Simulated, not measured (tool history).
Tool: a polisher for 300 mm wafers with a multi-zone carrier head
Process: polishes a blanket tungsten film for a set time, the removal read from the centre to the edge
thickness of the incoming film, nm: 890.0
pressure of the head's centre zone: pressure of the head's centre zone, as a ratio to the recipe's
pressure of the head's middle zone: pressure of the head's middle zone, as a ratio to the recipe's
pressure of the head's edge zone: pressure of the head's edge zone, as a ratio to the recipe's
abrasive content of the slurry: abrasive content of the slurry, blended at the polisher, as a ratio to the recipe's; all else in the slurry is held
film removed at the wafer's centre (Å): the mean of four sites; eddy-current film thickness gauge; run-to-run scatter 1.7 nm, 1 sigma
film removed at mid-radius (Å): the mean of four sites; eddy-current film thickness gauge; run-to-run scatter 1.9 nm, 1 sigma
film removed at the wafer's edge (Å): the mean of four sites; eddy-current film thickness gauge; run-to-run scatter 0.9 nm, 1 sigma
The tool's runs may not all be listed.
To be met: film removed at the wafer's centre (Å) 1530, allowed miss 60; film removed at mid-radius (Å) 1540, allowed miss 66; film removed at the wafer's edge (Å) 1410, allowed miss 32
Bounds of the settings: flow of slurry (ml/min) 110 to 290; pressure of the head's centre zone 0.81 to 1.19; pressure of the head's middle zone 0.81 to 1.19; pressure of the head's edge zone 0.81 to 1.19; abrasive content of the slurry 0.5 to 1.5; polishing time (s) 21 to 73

run,hour,flow of slurry (ml/min),pressure of the head's centre zone,pressure of the head's middle zone,pressure of the head's edge zone,abrasive content of the slurry,polishing time (s),film removed at the wafer's centre (Å),film removed at mid-radius (Å),film removed at the wafer's edge (Å)
1,0,185,1,1,1,1,47,1622,1761.6,1678.7
2,8.5,175,1.01,0.99,0.95,0.95,47,1596.1,1645.2,1636.4
3,13.3,175,1.01,0.99,0.95,0.95,38,1284,1356.7,1292.3
4,20.9,175,0.96,0.99,0.95,0.95,38,1232.8,1363.3,1320.4
5,26.3,195,1,0.99,0.97,1,38,1313.9,1383.7,1371
6,31.4,205,1.04,1.02,0.97,1,38,1396,1420,1375.9
7,33,215,1.06,1.05,0.97,1,38,1436.4,1480.8,1376.3
8,38.2,225,1.07,1.06,0.97,1,38,1466.3,1500.6,1392.2
9,45.5,230,1.08,1.07,0.97,1,38,1469.5,1519.9,1377.6

Consider the 4 candidate settings below. Which is the only one whose results all fall within their allowed miss of target?
A,52.8,200,1.08,1,0.95,0.8,41,?,?,?
B,52.8,265,1.11,1.07,0.98,0.75,41,?,?,?
C,52.8,220,1.03,1.1,1.01,0.9,39,?,?,?
D,52.8,210,1.02,0.97,0.95,1,39,?,?,?

move,film removed at the wafer's centre (Å),film removed at mid-radius (Å),film removed at the wafer's edge (Å)
A,1449.5,1445.3,1389.4
B,1522.5,1562,1424.4
C,1387.8,1560,1416.9
D,1403.2,1432.3,1410.2
A: brings the last run's worst result on target, with another outside its allowed miss
B: each result inside its tolerance
C: brings the last run's worst result on target, with another outside its allowed miss
D: brings the last run's worst result on target, with another outside its allowed miss
The right move is B.
